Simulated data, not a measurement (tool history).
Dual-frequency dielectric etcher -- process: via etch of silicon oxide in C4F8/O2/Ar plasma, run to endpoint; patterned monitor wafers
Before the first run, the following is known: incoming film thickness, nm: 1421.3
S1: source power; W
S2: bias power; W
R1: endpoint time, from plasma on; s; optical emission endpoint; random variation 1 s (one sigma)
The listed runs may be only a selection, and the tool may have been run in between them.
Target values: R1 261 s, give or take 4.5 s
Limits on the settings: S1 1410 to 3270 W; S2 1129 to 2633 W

| run | hour | S1 | S2 | R1 |
|---|---|---|---|---|
| 1 | 0 | 2340 | 1881 | 286 |
| 2 | 8 | 2180 | 1881 | 295.17 |
| 3 | 8.5 | 2380 | 1881 | 283.6 |
| 4 | 13.7 | 2510 | 1897 | 275.26 |
| 5 | 15.3 | 2230 | 1897 | 293.71 |
| 6 | 17.1 | 2230 | 2198 | 276.88 |
| 7 | 25.2 | 2320 | 2207 | 273.89 |
| 8 | 27.5 | 2390 | 2217 | 269.6 |
| 9 | 31.8 | 2440 | 2224 | 264.04 |
| 10 | 34 | 2440 | 2224 | 265.83 |

Of the 5 settings listed for the next run, only one would bring every result within its allowed miss of target. Which one?
| A | 36.2 | 2430 | 2633 | ? |
| B | 36.2 | 2180 | 2459 | ? |
| C | 36.2 | 2830 | 1882 | ? |
| D | 36.2 | 2340 | 2221 | ? |
| E | 36.2 | 2670 | 1825 | ? |

| move | R1 |
|---|---|
| A | 252.04 |
| B | 270.62 |
| C | 262.94 |
| D | 271.22 |
| E | 272.5 |
A: the result that was furthest off in the last run now lies on the other side of its target
B: lands further from the targets than the last run did
C: every result within its allowed miss
D: lands further from the targets than the last run did
E: lands further from the targets than the last run did
Move C is the one to make.
